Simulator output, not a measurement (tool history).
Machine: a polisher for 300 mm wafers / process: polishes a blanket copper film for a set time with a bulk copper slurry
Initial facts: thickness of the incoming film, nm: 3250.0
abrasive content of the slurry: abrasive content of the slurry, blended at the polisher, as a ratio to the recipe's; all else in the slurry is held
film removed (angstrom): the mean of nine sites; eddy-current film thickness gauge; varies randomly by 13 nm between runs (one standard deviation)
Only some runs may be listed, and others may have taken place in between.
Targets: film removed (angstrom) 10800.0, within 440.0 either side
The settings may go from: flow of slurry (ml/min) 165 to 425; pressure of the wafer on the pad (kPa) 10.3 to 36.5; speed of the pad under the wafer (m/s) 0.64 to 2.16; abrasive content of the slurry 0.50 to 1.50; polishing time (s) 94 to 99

run	day	flow of slurry (ml/min)	pressure of the wafer on the pad (kPa)	speed of the pad under the wafer (m/s)	abrasive content of the slurry	polishing time (s)	film removed (angstrom)
1	0.000	275	23.4	1.40	1.00	94	13990.0
2	0.196	220	23.4	1.40	1.00	94	13594.0
3	0.450	220	22.1	1.40	1.00	94	12997.0
4	0.771	285	22.1	1.40	1.00	94	12946.0
5	1.071	310	22.1	1.40	1.00	94	13253.0
6	1.296	310	22.1	1.40	0.90	94	12881.0
7	1.650	310	20.7	1.40	0.90	94	12073.0
8	1.825	310	20.0	1.40	0.90	94	11834.0
9	1.867	310	20.0	1.40	0.90	94	11739.0
10	2.129	310	19.3	1.40	0.90	94	11280.0

5 next moves are on the table. One of them brings every result within its allowed miss. Which?
A	2.392	295	15.9	1.48	0.95	94	?
B	2.392	405	16.5	1.20	1.30	98	?
C	2.392	350	17.2	1.42	1.25	99	?
D	2.392	320	21.4	1.24	0.75	94	?
E	2.392	335	19.3	1.16	0.95	94	?

move	film removed (angstrom)
A	9959.8
B	9589.5
C	11656.0
D	10760.0
E	9587.3
A: takes the result that was furthest off past its target
B: takes the result that was furthest off past its target
C: the biggest miss grows against the last run
D: all results in spec
E: takes the result that was furthest off past its target
Answer: D

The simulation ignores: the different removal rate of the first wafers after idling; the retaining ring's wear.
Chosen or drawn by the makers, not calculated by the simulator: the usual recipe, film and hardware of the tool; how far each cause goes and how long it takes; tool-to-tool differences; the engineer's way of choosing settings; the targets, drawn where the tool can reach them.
